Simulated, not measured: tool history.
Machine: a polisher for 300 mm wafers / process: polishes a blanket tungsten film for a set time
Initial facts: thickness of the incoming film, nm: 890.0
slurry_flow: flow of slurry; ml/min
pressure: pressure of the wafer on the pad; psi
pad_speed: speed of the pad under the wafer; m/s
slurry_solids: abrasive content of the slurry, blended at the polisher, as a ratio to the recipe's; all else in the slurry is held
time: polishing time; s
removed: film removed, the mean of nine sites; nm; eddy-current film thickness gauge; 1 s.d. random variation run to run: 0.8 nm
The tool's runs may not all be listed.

{"run": 1, "day": 0.0, "slurry_flow": 250, "pressure": 4.5, "pad_speed": 1.0, "slurry_solids": 1.0, "time": 25, "removed": 137.38}
{"run": 2, "day": 0.033, "slurry_flow": 250, "pressure": 4.5, "pad_speed": 1.0, "slurry_solids": 1.0, "time": 25, "removed": 135.09}
{"run": 3, "day": 0.212, "slurry_flow": 250, "pressure": 4.5, "pad_speed": 1.0, "slurry_solids": 1.1, "time": 25, "removed": 134.58}
{"run": 4, "day": 0.35, "slurry_flow": 250, "pressure": 3.8, "pad_speed": 1.0, "slurry_solids": 1.1, "time": 25, "removed": 119.77}
{"run": 5, "day": 0.571, "slurry_flow": 200, "pressure": 3.8, "pad_speed": 1.0, "slurry_solids": 1.1, "time": 25, "removed": 118.81}
{"run": 6, "day": 0.738, "slurry_flow": 200, "pressure": 3.3, "pad_speed": 1.0, "slurry_solids": 1.1, "time": 25, "removed": 106.2}

What will run 7 give?
{"run": 7, "day": 1.088, "slurry_flow": 200, "pressure": 2.9, "pad_speed": 0.98, "slurry_solids": 1.1, "time": 25, "removed": "?"}

{"run 7": {"removed": 93.347}}
